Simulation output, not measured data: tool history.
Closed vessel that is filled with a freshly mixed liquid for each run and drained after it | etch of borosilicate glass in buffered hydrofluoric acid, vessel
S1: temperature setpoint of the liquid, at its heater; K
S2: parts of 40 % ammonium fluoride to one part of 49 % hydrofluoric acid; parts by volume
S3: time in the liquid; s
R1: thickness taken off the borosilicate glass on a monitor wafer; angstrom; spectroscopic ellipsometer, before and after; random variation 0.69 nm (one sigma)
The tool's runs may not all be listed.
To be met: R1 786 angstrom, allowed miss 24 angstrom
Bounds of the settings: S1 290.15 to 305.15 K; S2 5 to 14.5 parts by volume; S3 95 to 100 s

Run 1, hour 0: S1 298.15 K, S2 9 parts by volume, S3 95 s. Result: R1 1375.8 angstrom.
Run 2, hour 2.7: S1 298.15 K, S2 9 parts by volume, S3 95 s. Result: R1 1361.3 angstrom.
Run 3, hour 3.8: S1 298.15 K, S2 9 parts by volume, S3 100 s. Result: R1 1431.6 angstrom.
Run 4, hour 7.7: S1 298.15 K, S2 10.5 parts by volume, S3 100 s. Result: R1 1283.5 angstrom.
Run 5, hour 11.2: S1 298.15 K, S2 10.5 parts by volume, S3 95 s. Result: R1 1240.2 angstrom.
Run 6, hour 18.3: S1 298.15 K, S2 9.5 parts by volume, S3 95 s. Result: R1 1324.6 angstrom.
Run 7, hour 26.9: S1 295.65 K, S2 10 parts by volume, S3 95 s. Result: R1 1112.7 angstrom.
Run 8, hour 33.1: S1 294.15 K, S2 10.5 parts by volume, S3 95 s. Result: R1 987 angstrom.
Run 9, hour 37.1: S1 293.15 K, S2 10.5 parts by volume, S3 95 s. Result: R1 938.92 angstrom.
Run 10, hour 38.3: S1 292.15 K, S2 10.5 parts by volume, S3 95 s. Result: R1 881.23 angstrom.
Run 11, hour 40.2: S1 291.65 K, S2 10.5 parts by volume, S3 95 s. Result: R1 857.26 angstrom.
Run 12, hour 42.6: S1 291.15 K, S2 10.5 parts by volume, S3 95 s. Result: R1 840.86 angstrom.

Which of these 4 next moves meets every target?
Run A, hour 45: S1 291.15 K, S2 10 parts by volume, S3 100 s. Result: R1 ?.
Run B, hour 45: S1 293.15 K, S2 10.5 parts by volume, S3 95 s. Result: R1 ?.
Run C, hour 45: S1 294.15 K, S2 11.5 parts by volume, S3 95 s. Result: R1 ?.
Run D, hour 45: S1 290.15 K, S2 10.5 parts by volume, S3 95 s. Result: R1 ?.

move      R1
   A   923.5
   B  933.37
   C     901
   D  790.78
A: further off than the last run
B: further off than the last run
C: further off than the last run
D: meets every target
Answer: D
